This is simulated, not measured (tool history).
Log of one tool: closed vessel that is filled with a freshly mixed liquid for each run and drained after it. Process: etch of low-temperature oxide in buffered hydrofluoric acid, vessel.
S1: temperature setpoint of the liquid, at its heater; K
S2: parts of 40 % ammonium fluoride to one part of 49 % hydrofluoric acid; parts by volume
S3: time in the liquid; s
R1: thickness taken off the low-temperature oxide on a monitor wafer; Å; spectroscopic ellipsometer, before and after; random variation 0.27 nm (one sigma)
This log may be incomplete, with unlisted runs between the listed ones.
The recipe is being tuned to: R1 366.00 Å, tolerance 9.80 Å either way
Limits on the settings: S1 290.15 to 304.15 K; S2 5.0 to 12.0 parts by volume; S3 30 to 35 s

| run | hour | S1 | S2 | S3 | R1 |
|---|---|---|---|---|---|
| 1 | 0.0 | 296.15 | 7.0 | 35 | 822.43 |
| 2 | 1.3 | 293.15 | 7.0 | 35 | 706.90 |
| 3 | 3.1 | 292.65 | 8.0 | 35 | 596.30 |
| 4 | 4.2 | 292.15 | 8.5 | 35 | 542.37 |
| 5 | 6.3 | 291.65 | 9.0 | 35 | 498.44 |
| 6 | 7.6 | 291.15 | 9.5 | 35 | 456.58 |
| 7 | 12.8 | 291.15 | 10.0 | 35 | 448.43 |
| 8 | 14.3 | 291.15 | 10.5 | 35 | 426.92 |
| 9 | 22.6 | 290.65 | 11.0 | 35 | 400.07 |

Which one of the following 4 next-run settings gets every result inside its allowed miss? There is exactly one.
| A | 30.9 | 291.15 | 10.0 | 35 | ? |
| B | 30.9 | 290.65 | 10.5 | 35 | ? |
| C | 30.9 | 294.65 | 10.5 | 30 | ? |
| D | 30.9 | 292.65 | 11.5 | 30 | ? |

| move | R1 |
|---|---|
| A | 444.58 |
| B | 412.06 |
| C | 442.20 |
| D | 361.90 |
A: the biggest miss grows against the last run
B: the biggest miss grows against the last run
C: the biggest miss grows against the last run
D: in spec on every target
Move D is the one to make.

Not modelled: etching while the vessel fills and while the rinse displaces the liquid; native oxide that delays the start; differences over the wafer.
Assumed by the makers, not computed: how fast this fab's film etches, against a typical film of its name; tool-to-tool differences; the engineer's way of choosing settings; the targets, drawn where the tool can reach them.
